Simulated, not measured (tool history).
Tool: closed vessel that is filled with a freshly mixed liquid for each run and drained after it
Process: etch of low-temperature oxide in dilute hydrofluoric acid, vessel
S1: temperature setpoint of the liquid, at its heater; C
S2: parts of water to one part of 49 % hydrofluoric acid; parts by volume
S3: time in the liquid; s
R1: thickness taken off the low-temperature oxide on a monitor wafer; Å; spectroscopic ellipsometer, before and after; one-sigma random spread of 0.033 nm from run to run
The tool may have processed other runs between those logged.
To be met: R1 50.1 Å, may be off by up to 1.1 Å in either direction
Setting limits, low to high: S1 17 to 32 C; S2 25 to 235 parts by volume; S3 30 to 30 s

run 1 day=0 | S1=24 S2=130 S3=30 | R1=64.527
run 2 day=0.312 | S1=24 S2=130 S3=30 | R1=64.914
run 3 day=0.508 | S1=24 S2=90 S3=30 | R1=97.659
run 4 day=0.733 | S1=22 S2=90 S3=30 | R1=88.674
run 5 day=1.083 | S1=21 S2=100 S3=30 | R1=77.445
run 6 day=1.146 | S1=21 S2=130 S3=30 | R1=57.161
run 7 day=1.329 | S1=20.5 S2=130 S3=30 | R1=56.902
run 8 day=1.554 | S1=20 S2=130 S3=30 | R1=55.621
run 9 day=1.933 | S1=19.5 S2=130 S3=30 | R1=54.184
run 10 day=2.258 | S1=19.5 S2=130 S3=30 | R1=53.899
run 11 day=2.354 | S1=19 S2=130 S3=30 | R1=53.552
run 12 day=2.658 | S1=18.5 S2=130 S3=30 | R1=52.164

Exactly one of the 5 candidate moves below puts every result within its allowed miss. Which one?
run A day=2.962 | S1=17.5 S2=130 S3=30 | R1=?
run B day=2.962 | S1=18.5 S2=140 S3=30 | R1=?
run C day=2.962 | S1=18 S2=125 S3=30 | R1=?
run D day=2.962 | S1=19.5 S2=130 S3=30 | R1=?
run E day=2.962 | S1=19.5 S2=145 S3=30 | R1=?

move=A R1=49.402
move=B R1=47.31
move=C R1=52.716
move=D R1=53.611
move=E R1=47.317
A: in spec on every target
B: takes the result that was furthest off past its target
C: lands further from the targets than the last run did
D: lands further from the targets than the last run did
E: takes the result that was furthest off past its target
A is the move that brings every result within its allowed miss.
